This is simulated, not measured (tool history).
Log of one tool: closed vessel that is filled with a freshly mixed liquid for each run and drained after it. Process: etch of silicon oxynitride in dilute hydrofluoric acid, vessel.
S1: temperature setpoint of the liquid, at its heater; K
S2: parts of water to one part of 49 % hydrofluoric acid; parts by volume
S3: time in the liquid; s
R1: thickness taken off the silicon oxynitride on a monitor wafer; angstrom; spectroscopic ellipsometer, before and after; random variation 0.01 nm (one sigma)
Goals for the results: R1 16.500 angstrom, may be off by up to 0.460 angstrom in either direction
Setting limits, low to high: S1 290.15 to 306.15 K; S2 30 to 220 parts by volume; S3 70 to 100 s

run,hour,S1,S2,S3,R1
1,0.0,298.15,125,100,41.220
2,4.0,298.15,140,100,36.516
3,10.3,299.15,140,100,38.160
4,14.7,297.65,150,100,33.101
5,19.0,297.65,150,70,23.128
6,23.4,296.65,150,70,21.990
7,28.2,296.15,150,70,21.689
8,33.9,295.65,150,70,21.004
9,35.5,295.15,150,70,20.651
10,44.6,295.15,150,70,20.525
11,51.2,295.15,150,70,20.614
12,55.6,294.65,150,70,20.291
13,58.2,294.15,150,70,19.411
14,65.8,293.65,150,70,19.333
15,69.8,293.15,150,70,18.642
16,74.8,292.65,150,70,18.177
17,81.4,292.15,150,70,17.935

Of the 4 settings listed for the next run, only one would bring every result within its allowed miss of target. Which one?
A,88.0,291.15,145,70,?
B,88.0,294.15,175,75,?
C,88.0,291.15,165,80,?
D,88.0,292.65,175,75,?

move,R1
A,17.782
B,17.848
C,17.633
D,16.635
A: moves toward the targets from the last run without getting all of them in spec
B: moves toward the targets from the last run without getting all of them in spec
C: moves toward the targets from the last run without getting all of them in spec
D: hits every target within its allowed miss
The right move is D.

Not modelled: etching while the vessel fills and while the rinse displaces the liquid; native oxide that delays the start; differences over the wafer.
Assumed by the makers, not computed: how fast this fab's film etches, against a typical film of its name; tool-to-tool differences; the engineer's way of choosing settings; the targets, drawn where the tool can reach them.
